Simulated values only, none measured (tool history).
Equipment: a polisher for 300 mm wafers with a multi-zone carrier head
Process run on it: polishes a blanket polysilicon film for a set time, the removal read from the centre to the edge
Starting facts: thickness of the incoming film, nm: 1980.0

run	hour	flow of slurry (ml/min)	pressure of the head's centre zone	pressure of the head's middle zone	pressure of the head's edge zone	polishing time (s)	film removed at the wafer's centre (angstrom)	film removed at mid-radius (angstrom)	film removed at the wafer's edge (angstrom)
1	0	205	1	1	1	57	4218.6	4373.5	4317.7
2	6.7	225	1	1	1	57	4316.4	4441.4	4310.6
3	9.6	230	1	0.99	0.99	52	4016.1	4067.9	3949.5
4	11.4	230	1	0.99	0.92	52	3901.2	4059.6	3861
5	12.6	230	1	0.98	0.92	48	3738.8	3703.6	3433.8
6	14.5	220	0.97	0.96	0.91	46	3418.9	3478.3	3423.4
7	22.8	220	0.97	0.96	0.91	43	3179.5	3215.7	3123.1
8	25.8	215	0.97	0.95	0.9	42	3127.7	3092	3084.7
9	26.5	210	0.97	0.95	0.89	41	3069.4	3100.2	2921.9
10	34.9	200	0.96	0.93	0.88	41	2923.8	2999.5	2890.8
11	36.6	200	0.96	0.93	0.88	41	2958.8	2933.3	2947.9
12	40.6	195	0.96	0.93	0.87	40	2894.6	2850.6	2826.4

Run 13, settings as shown, results not yet in. Your forecast:
13	45.2	195	0.96	0.93	0.87	40	?	?	?

For run 13 the tool returned film removed at the wafer's centre (angstrom) 2900.6, film removed at mid-radius (angstrom) 2879, film removed at the wafer's edge (angstrom) 2839.8.
